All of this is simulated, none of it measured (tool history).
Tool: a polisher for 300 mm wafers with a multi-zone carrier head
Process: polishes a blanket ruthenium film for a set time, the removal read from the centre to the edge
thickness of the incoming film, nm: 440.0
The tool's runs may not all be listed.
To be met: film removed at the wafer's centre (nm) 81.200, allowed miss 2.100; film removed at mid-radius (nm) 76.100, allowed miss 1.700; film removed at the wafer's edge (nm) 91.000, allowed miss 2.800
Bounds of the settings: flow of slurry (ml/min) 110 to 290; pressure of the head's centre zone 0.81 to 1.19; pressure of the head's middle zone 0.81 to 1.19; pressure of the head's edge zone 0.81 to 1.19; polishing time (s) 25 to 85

run  hour  flow of slurry (ml/min)  pressure of the head's centre zone  pressure of the head's middle zone  pressure of the head's edge zone  polishing time (s)  film removed at the wafer's centre (nm)  film removed at mid-radius (nm)  film removed at the wafer's edge (nm)
  1   0.0                      185                                1.00                                1.00                              1.00                  55                                   68.797                           67.704                                 68.596
  2   8.7                      185                                0.96                                1.00                              1.00                  55                                   66.152                           68.209                                 68.962
  3  13.7                      185                                0.96                                1.00                              1.03                  55                                   64.998                           67.395                                 69.448
  4  17.7                      185                                0.96                                1.00                              1.09                  55                                   65.712                           68.350                                 72.187
  5  25.0                      190                                0.96                                0.99                              1.10                  56                                   67.114                           69.363                                 73.408
  6  28.8                      190                                0.96                                0.91                              1.10                  56                                   65.986                           63.774                                 73.358
  7  32.7                      195                                0.96                                0.91                              1.11                  57                                   68.250                           65.164                                 75.845
  8  40.1                      200                                0.96                                0.91                              1.12                  58                                   70.229                           67.213                                 76.576
  9  46.5                      195                                0.96                                0.91                              1.13                  59                                   70.270                           66.843                                 79.200
 10  47.4                      200                                0.96                                0.91                              1.14                  60                                   72.552                           69.029                                 81.124
 11  53.9                      205                                0.96                                0.91                              1.15                  60                                   72.769                           69.439                                 80.436
 12  60.1                      205                                0.96                                0.91                              1.15                  61                                   74.508                           71.149                                 82.686
 13  61.0                      205                                0.96                                0.91                              1.15                  62                                   74.671                           71.511                                 85.067

5 next moves are on the table. One of them brings every result within its allowed miss. Which?
  A  61.9                      170                                0.99                                0.91                              1.16                  68                                        ?                                ?                                      ?
  B  61.9                      210                                0.93                                1.01                              1.11                  59                                        ?                                ?                                      ?
  C  61.9                      225                                1.12                                0.82                              1.13                  64                                        ?                                ?                                      ?
  D  61.9                      185                                1.10                                0.81                              1.19                  65                                        ?                                ?                                      ?
  E  61.9                      200                                0.92                                0.89                              1.19                  61                                        ?                                ?                                      ?

move  film removed at the wafer's centre (nm)  film removed at mid-radius (nm)  film removed at the wafer's edge (nm)
   A                                   81.154                           76.878                                 90.562
   B                                   69.757                           75.078                                 78.469
   C                                   87.284                           69.043                                 86.686
   D                                   84.912                           67.608                                 88.682
   E                                   70.991                           69.363                                 83.822
A: meets every target
B: further off than the last run
C: takes the result that was furthest off past its target
D: takes the result that was furthest off past its target
E: further off than the last run
Answer: A
